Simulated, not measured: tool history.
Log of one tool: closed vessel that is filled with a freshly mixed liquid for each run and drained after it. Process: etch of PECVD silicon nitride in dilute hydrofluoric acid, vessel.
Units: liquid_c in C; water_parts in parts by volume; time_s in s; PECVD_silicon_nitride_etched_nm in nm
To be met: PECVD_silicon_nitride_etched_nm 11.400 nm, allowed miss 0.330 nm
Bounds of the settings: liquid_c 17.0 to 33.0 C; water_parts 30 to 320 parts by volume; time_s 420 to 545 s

run  hour  liquid_c  water_parts  time_s  PECVD_silicon_nitride_etched_nm
  1   0.0      25.0          175     545                           16.428
  2   2.7      25.0          125     545                           22.837
  3  11.3      23.5          130     545                           19.965
  4  14.4      23.5          100     545                           26.135
  5  21.5      22.0          100     545                           22.964
  6  27.9      21.0          110     545                           20.003
  7  29.5      20.5          120     545                           17.801
  8  31.1      20.0          125     545                           16.251
  9  40.4      17.0          155     545                           10.887

Which of these 5 next moves meets every target?
  A  49.7      17.0          155     530                                ?
  B  49.7      21.0          190     535                                ?
  C  49.7      18.0          155     500                                ?
  D  49.7      17.5          165     535                                ?
  E  49.7      17.0          140     485                                ?

move  PECVD_silicon_nitride_etched_nm
   A                           10.608
   B                           11.487
   C                           10.714
   D                           10.432
   E                           10.708
A: further off than the last run
B: meets every target
C: further off than the last run
D: further off than the last run
E: further off than the last run
Move B is the one to make.
